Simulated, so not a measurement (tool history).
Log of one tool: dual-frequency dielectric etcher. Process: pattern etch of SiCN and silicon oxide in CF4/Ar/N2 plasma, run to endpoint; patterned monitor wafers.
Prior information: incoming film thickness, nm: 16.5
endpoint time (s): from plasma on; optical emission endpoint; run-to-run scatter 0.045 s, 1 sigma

run,hour,source power (kW),bias power (kW),Ar flow (sccm),CF4 flow (sccm),endpoint time (s)
1,0,0.52,0.094,76,66,16.073
2,0.7,0.52,0.094,85,66,16.181
3,7.6,0.52,0.094,85,60,16.433
4,12.6,0.52,0.084,85,60,17.147
5,18,0.44,0.084,85,60,19.591
6,19.3,0.35,0.084,85,60,23.108

Forecast run 7:
7,23.5,0.43,0.085,85,60,?

{"run 7": {"endpoint time (s)": 19.78}}
